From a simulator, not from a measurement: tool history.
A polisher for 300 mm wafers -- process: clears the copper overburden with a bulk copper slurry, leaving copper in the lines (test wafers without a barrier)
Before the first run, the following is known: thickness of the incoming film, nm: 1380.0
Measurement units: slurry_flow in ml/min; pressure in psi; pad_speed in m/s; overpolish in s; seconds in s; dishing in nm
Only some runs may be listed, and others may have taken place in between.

Run 1, hour 0.0: slurry_flow 260 ml/min, pressure 3.1 psi, pad_speed 1.40 m/s, slurry_solids 1.00, overpolish 27 s. Result: seconds 124.98 s, dishing 54.183 nm.
Run 2, hour 6.9: slurry_flow 260 ml/min, pressure 3.1 psi, pad_speed 1.40 m/s, slurry_solids 1.00, overpolish 22 s. Result: seconds 127.54 s, dishing 52.128 nm.
Run 3, hour 8.6: slurry_flow 260 ml/min, pressure 3.1 psi, pad_speed 1.40 m/s, slurry_solids 1.15, overpolish 22 s. Result: seconds 121.53 s, dishing 51.450 nm.
Run 4, hour 16.1: slurry_flow 260 ml/min, pressure 3.1 psi, pad_speed 1.40 m/s, slurry_solids 0.95, overpolish 22 s. Result: seconds 124.67 s, dishing 51.871 nm.
Run 5, hour 22.7: slurry_flow 245 ml/min, pressure 2.9 psi, pad_speed 1.30 m/s, slurry_solids 1.00, overpolish 20 s. Result: seconds 147.11 s, dishing 49.105 nm.
Run 6, hour 24.9: slurry_flow 235 ml/min, pressure 2.7 psi, pad_speed 1.22 m/s, slurry_solids 1.05, overpolish 19 s. Result: seconds 162.82 s, dishing 47.005 nm.

The next listed run, before its measurement:
Run 7, hour 30.0: slurry_flow 235 ml/min, pressure 2.7 psi, pad_speed 1.22 m/s, slurry_solids 1.05, overpolish 19 s. Result: seconds ?, dishing ?.

{"run 7": {"seconds": 166.79, "dishing": 46.746}}
